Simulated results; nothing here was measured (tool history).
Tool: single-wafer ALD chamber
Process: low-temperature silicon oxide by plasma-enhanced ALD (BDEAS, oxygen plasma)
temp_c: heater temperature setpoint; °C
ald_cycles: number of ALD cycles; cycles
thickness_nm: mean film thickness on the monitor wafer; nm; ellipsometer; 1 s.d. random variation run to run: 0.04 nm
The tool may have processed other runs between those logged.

run 1 hour=0 | temp_c=115 ald_cycles=49 | thickness_nm=7.5744
run 2 hour=7.3 | temp_c=115 ald_cycles=48 | thickness_nm=7.3716
run 3 hour=10.1 | temp_c=107 ald_cycles=48 | thickness_nm=7.6381
run 4 hour=17.6 | temp_c=97 ald_cycles=48 | thickness_nm=7.7963
run 5 hour=23.2 | temp_c=97 ald_cycles=55 | thickness_nm=8.9344
run 6 hour=29.1 | temp_c=97 ald_cycles=50 | thickness_nm=8.1804
run 7 hour=35.7 | temp_c=99 ald_cycles=49 | thickness_nm=8.0133
run 8 hour=38.1 | temp_c=102 ald_cycles=48 | thickness_nm=7.7038
run 9 hour=39.8 | temp_c=104 ald_cycles=47 | thickness_nm=7.479
run 10 hour=44.3 | temp_c=105 ald_cycles=46 | thickness_nm=7.3326
run 11 hour=51.1 | temp_c=106 ald_cycles=46 | thickness_nm=7.3988
run 12 hour=53.4 | temp_c=107 ald_cycles=45 | thickness_nm=7.1448

The next listed run, before its measurement:
run 13 hour=55 | temp_c=108 ald_cycles=45 | thickness_nm=?

{"run 13": {"thickness_nm": 7.0395}}
